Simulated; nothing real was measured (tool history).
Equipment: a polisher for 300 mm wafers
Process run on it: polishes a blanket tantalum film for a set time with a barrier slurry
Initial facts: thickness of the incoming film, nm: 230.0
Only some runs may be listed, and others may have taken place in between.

run,hour,flow of slurry (ml/min),pressure of the wafer on the pad (kPa),speed of the pad under the wafer (cm/s),abrasive content of the slurry,polishing time (s),film removed (nm)
1,0.0,320,8.3,82,1.0,33,32.417
2,1.4,320,9.0,82,1.0,33,34.770
3,6.4,320,9.0,82,1.0,33,34.308
4,14.4,250,9.0,82,1.0,33,32.747
5,15.2,250,9.7,82,1.0,33,35.057
6,21.1,295,9.7,82,1.0,33,36.169
7,24.8,325,9.7,82,1.0,33,37.027
8,30.0,350,9.7,82,1.0,33,37.507
9,31.3,370,9.7,82,1.0,33,37.474

Run 10 comes next. What will it give?
10,35.3,375,10.3,82,1.0,33,?

Run 10 gave film removed (nm) 40.224.
